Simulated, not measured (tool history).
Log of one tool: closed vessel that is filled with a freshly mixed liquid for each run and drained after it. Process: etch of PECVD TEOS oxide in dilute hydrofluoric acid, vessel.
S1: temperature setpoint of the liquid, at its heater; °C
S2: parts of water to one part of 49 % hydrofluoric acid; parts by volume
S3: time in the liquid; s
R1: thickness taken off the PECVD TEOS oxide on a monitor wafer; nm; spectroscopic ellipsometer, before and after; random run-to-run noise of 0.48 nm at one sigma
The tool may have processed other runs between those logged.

{"run": 1, "hour": 0.0, "S1": 25, "S2": 80, "S3": 105, "R1": 37.694}
{"run": 2, "hour": 2.1, "S1": 25, "S2": 80, "S3": 115, "R1": 41.687}
{"run": 3, "hour": 9.8, "S1": 26.5, "S2": 75, "S3": 115, "R1": 47.152}
{"run": 4, "hour": 15.1, "S1": 27.5, "S2": 70, "S3": 115, "R1": 53.355}
{"run": 5, "hour": 24.4, "S1": 29.5, "S2": 70, "S3": 115, "R1": 56.992}
{"run": 6, "hour": 28.4, "S1": 30, "S2": 70, "S3": 115, "R1": 58.62}

Run 7 comes next. What will it give?
{"run": 7, "hour": 34.0, "S1": 30.5, "S2": 70, "S3": 115, "R1": "?"}

Run 7 yielded R1 59.846 nm.

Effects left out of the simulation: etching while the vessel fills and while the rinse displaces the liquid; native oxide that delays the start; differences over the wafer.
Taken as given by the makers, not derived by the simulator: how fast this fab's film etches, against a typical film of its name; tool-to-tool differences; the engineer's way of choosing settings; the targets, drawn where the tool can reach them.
